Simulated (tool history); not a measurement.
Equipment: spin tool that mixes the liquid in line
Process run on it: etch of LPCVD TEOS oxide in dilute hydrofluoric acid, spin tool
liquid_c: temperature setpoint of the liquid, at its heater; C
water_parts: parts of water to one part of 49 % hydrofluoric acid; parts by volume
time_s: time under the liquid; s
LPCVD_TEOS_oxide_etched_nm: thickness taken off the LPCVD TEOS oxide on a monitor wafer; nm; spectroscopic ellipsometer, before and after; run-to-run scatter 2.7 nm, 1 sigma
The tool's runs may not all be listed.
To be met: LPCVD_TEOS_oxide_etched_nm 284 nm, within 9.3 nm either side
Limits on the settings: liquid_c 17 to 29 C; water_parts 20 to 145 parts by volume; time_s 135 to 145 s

run  hour  liquid_c  water_parts  time_s  LPCVD_TEOS_oxide_etched_nm
  1     0        21           80     135                      95.903
  2   4.4      22.5           65     135                      126.64
  3   6.8        24           55     135                      157.74
  4  11.8        22           55     135                      145.75
  5  12.5      23.5           50     135                      174.66
  6  15.6      23.5           70     135                      120.01
     22.9  -- thermometer replaced
  7  22.9      23.5           70     135                      114.65
  8  25.3      23.5           60     135                      134.55
  9  33.6      23.5           50     135                      163.89
 10    39      24.5           45     135                      188.79
 11  41.6      25.5           40     135                       225.8
 12  45.9      26.5           40     135                      230.95
 13  46.7        27           40     135                      239.87
 14  55.2      27.5           40     135                      241.56
 15    58        28           40     135                      249.94

Of the 4 settings listed for the next run, only one would bring every result within its allowed miss of target. Which one?
  A  60.8      28.5           50     135                           ?
  B  60.8        27           35     140                           ?
  C  60.8      28.5           45     135                           ?
  D  60.8        25           45     145                           ?

move  LPCVD_TEOS_oxide_etched_nm
   A                      199.09
   B                      283.87
   C                      222.86
   D                      207.78
A: lands further from the targets than the last run did
B: every result lands within tolerance
C: lands further from the targets than the last run did
D: lands further from the targets than the last run did
B meets every target.
